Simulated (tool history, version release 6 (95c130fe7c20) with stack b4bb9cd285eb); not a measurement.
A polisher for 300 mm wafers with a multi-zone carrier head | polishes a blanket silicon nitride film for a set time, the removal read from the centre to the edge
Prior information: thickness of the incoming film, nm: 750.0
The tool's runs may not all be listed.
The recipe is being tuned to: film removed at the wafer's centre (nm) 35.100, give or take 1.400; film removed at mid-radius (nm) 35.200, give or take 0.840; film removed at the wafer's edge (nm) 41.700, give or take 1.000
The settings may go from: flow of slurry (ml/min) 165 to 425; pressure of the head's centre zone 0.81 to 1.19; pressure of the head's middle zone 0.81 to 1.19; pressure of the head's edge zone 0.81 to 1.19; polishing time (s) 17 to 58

run  hour  flow of slurry (ml/min)  pressure of the head's centre zone  pressure of the head's middle zone  pressure of the head's edge zone  polishing time (s)  film removed at the wafer's centre (nm)  film removed at mid-radius (nm)  film removed at the wafer's edge (nm)
  1   0.0                      275                                1.00                                1.00                              1.00                  37                                   60.827                           59.829                                 59.359
  2   3.9                      275                                1.04                                1.00                              1.00                  37                                   63.085                           60.516                                 59.873
  3   6.6                      310                                1.04                                1.00                              1.00                  37                                   63.855                           60.314                                 60.110
  4  11.3                      310                                1.09                                1.00                              1.00                  37                                   67.809                           60.672                                 59.682
  5  17.4                      305                                1.04                                0.97                              1.00                  34                                   57.566                           54.247                                 54.968
  6  23.6                      305                                1.02                                0.94                              1.01                  32                                   54.357                           50.407                                 52.680
  7  32.0                      300                                0.99                                0.91                              1.02                  30                                   49.074                           44.586                                 49.684
  8  34.7                      290                                0.95                                0.90                              1.00                  29                                   45.844                           43.158                                 47.896
  9  36.9                      230                                0.85                                0.81                              0.97                  24                                   32.077                           32.071                                 37.821
 10  41.2                      250                                0.85                                0.82                              0.98                  24                                   32.595                           32.626                                 38.227
 11  48.1                      265                                0.85                                0.83                              1.00                  24                                   33.609                           33.293                                 38.552
 12  52.9                      260                                0.85                                0.84                              1.03                  24                                   33.446                           33.102                                 39.140

Pick the move, out of 5, that brings all results within their allowed miss; only one does.
  A  57.7                      170                                0.81                                0.91                              1.07                  26                                        ?                                ?                                      ?
  B  57.7                      220                                0.82                                0.87                              0.97                  25                                        ?                                ?                                      ?
  C  57.7                      185                                0.81                                0.86                              1.15                  26                                        ?                                ?                                      ?
  D  57.7                      230                                0.88                                0.87                              1.10                  25                                        ?                                ?                                      ?
  E  57.7                      260                                0.82                                0.81                              1.09                  26                                        ?                                ?                                      ?

move  film removed at the wafer's centre (nm)  film removed at mid-radius (nm)  film removed at the wafer's edge (nm)
   A                                   31.842                           36.545                                 41.888
   B                                   32.213                           35.047                                 39.409
   C                                   32.268                           35.297                                 43.868
   D                                   34.795                           35.213                                 42.084
   E                                   34.194                           35.019                                 44.046
A: brings the result that was furthest off to its target, and leaves another outside
B: moves toward the targets from the last run without getting all of them in spec
C: takes the biggest miss from the last run beyond its target
D: each result inside its tolerance
E: takes the biggest miss from the last run beyond its target
Go with D: it meets all targets.

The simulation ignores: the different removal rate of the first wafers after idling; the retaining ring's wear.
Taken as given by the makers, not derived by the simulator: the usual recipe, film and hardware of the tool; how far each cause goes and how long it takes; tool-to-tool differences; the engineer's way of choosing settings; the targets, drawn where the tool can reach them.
